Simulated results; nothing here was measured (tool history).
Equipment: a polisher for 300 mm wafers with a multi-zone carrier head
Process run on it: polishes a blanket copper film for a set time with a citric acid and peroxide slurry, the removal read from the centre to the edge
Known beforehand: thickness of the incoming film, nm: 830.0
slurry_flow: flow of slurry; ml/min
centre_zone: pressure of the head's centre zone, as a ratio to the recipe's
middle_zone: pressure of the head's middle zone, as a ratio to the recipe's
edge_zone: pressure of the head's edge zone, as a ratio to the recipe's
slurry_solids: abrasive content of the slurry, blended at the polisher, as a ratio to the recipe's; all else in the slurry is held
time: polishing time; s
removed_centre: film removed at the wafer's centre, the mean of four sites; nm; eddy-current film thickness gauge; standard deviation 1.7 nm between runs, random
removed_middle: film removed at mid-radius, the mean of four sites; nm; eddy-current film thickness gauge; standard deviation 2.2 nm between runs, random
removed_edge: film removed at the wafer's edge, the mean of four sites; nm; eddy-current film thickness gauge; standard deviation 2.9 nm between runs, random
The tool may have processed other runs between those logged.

run 1 hour=0.0 | slurry_flow=270 centre_zone=1.00 middle_zone=1.00 edge_zone=1.00 slurry_solids=1.00 time=69 | removed_centre=161.50 removed_middle=159.71 removed_edge=157.37
run 2 hour=7.8 | slurry_flow=270 centre_zone=0.98 middle_zone=1.01 edge_zone=1.03 slurry_solids=1.10 time=71 | removed_centre=165.25 removed_middle=170.03 removed_edge=162.12
run 3 hour=16.6 | slurry_flow=265 centre_zone=0.95 middle_zone=0.99 edge_zone=1.05 slurry_solids=1.15 time=75 | removed_centre=170.05 removed_middle=176.61 removed_edge=182.32
run 4 hour=17.1 | slurry_flow=265 centre_zone=0.94 middle_zone=1.00 edge_zone=1.06 slurry_solids=1.20 time=76 | removed_centre=171.99 removed_middle=181.76 removed_edge=182.60
run 5 hour=18.6 | slurry_flow=265 centre_zone=0.99 middle_zone=1.00 edge_zone=1.06 slurry_solids=1.20 time=76 | removed_centre=179.14 removed_middle=182.87 removed_edge=187.00
run 6 hour=19.7 | slurry_flow=265 centre_zone=0.99 middle_zone=1.00 edge_zone=1.06 slurry_solids=1.35 time=76 | removed_centre=186.48 removed_middle=186.48 removed_edge=190.22

What will run 7 give?
run 7 hour=28.2 | slurry_flow=265 centre_zone=0.97 middle_zone=1.01 edge_zone=1.08 slurry_solids=1.40 time=77 | removed_centre=? removed_middle=? removed_edge=?

{"run 7": {"removed_centre": 185.98, "removed_middle": 192.38, "removed_edge": 194.45}}
